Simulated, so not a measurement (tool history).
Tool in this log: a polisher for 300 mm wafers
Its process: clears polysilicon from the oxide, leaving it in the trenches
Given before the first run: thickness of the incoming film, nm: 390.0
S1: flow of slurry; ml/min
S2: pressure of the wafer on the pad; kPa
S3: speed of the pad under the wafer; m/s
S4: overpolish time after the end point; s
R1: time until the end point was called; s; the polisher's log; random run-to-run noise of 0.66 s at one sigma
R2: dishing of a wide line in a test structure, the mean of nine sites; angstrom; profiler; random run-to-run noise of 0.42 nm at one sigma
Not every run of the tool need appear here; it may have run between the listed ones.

{"run": 1, "day": 0.0, "S1": 265, "S2": 19.3, "S3": 0.84, "S4": 14, "R1": 40.737, "R2": 410.22}
{"run": 2, "day": 0.142, "S1": 265, "S2": 19.3, "S3": 0.96, "S4": 14, "R1": 36.541, "R2": 425.25}
{"run": 3, "day": 0.4, "S1": 265, "S2": 15.2, "S3": 0.96, "S4": 14, "R1": 43.145, "R2": 417.49}
{"run": 4, "day": 0.733, "S1": 265, "S2": 13.8, "S3": 0.94, "S4": 15, "R1": 46.935, "R2": 414.87}
{"run": 5, "day": 0.975, "S1": 265, "S2": 12.4, "S3": 0.92, "S4": 16, "R1": 51.936, "R2": 414.56}
{"run": 6, "day": 1.117, "S1": 265, "S2": 11.7, "S3": 0.92, "S4": 16, "R1": 53.16, "R2": 423.76}
{"run": 7, "day": 1.383, "S1": 265, "S2": 11, "S3": 0.92, "S4": 15, "R1": 54.819, "R2": 404.55}

Expected results for the next run?
{"run": 8, "day": 1.417, "S1": 265, "S2": 10.3, "S3": 0.92, "S4": 16, "R1": "?", "R2": "?"}

Run 8 came out at R1 57.431 s, R2 411.84 angstrom.
